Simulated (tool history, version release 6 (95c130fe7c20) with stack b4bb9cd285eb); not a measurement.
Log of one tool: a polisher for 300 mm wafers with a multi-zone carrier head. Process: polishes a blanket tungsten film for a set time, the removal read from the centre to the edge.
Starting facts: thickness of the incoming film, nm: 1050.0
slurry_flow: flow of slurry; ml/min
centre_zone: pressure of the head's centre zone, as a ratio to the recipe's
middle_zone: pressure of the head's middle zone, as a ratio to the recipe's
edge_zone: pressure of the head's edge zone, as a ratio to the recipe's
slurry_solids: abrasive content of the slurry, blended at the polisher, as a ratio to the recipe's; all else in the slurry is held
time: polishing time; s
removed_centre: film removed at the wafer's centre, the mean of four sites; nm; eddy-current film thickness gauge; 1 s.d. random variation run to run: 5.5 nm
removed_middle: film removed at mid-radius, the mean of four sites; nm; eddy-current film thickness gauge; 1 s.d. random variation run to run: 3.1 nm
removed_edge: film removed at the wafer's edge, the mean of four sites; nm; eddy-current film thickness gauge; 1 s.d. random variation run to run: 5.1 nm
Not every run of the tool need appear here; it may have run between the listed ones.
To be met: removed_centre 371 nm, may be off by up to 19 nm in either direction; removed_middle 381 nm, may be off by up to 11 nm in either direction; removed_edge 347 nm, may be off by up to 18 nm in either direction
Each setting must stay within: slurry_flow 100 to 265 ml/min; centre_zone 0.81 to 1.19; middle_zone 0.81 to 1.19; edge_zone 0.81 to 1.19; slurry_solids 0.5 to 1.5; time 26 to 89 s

run  hour  slurry_flow  centre_zone  middle_zone  edge_zone  slurry_solids  time  removed_centre  removed_middle  removed_edge
  1     0          170            1            1          1              1    57          286.68          284.86        289.95
  2     7          170            1         0.95          1              1    57          280.94          269.75         282.8
  3  15.9          170            1         0.95          1            1.1    57          291.52          273.83        286.75
  4  18.2          170            1         0.92          1            1.1    57          285.81          269.81        291.28
  5  22.7          180            1         0.98       1.02           1.15    57          297.49          286.04        291.02
  6  25.8          175            1         1.01       1.02            1.2    59          306.84          307.78        309.84
  7  29.5          175            1         1.01       1.02            1.2    59          305.99          304.96        304.76
  8  37.7          225         1.08         1.11       1.09           1.45    60          367.36          363.44        341.69

Pick the move, out of 4, that brings all results within their allowed miss; only one does.
  A  45.9          265         1.07         1.14       1.08            1.5    60               ?               ?             ?
  B  45.9          240         1.02         1.08       1.14            1.5    64               ?               ?             ?
  C  45.9          215         1.14         1.02       1.11           1.45    62               ?               ?             ?
  D  45.9          240         1.14         1.19       0.97           1.45    64               ?               ?             ?

move  removed_centre  removed_middle  removed_edge
   A          367.26           383.2        349.91
   B          368.54          385.94        378.84
   C          390.28          348.51        356.83
   D          409.51          416.26         351.7
A: in spec on every target
B: puts the biggest miss on target and leaves a different result outside tolerance
C: further off than the last run
D: takes the result that was furthest off past its target
Answer: A
